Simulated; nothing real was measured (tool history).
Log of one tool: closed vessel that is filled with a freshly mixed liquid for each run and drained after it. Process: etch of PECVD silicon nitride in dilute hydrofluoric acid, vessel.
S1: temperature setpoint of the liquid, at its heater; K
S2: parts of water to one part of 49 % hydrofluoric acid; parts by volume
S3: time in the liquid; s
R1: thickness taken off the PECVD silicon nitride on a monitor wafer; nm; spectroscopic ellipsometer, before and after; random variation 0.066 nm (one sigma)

run	hour	S1	S2	S3	R1
1	0	296.15	85	515	11.97
2	4.5	296.15	85	550	12.815
3	7.8	296.15	85	550	13.014
4	15.3	299.65	85	550	16.038
5	22.7	299.65	55	550	25.266
6	31.5	302.15	55	550	29.549
7	37.9	298.65	65	550	19.757
8	45.6	296.15	70	550	15.504
9	50.5	294.15	75	550	12.727
10	54.2	293.15	80	550	11.174
11	62.8	292.15	80	550	10.493

Forecast run 12:
12	66.7	291.65	80	550	?

Run 12 gave R1 10.066 nm.
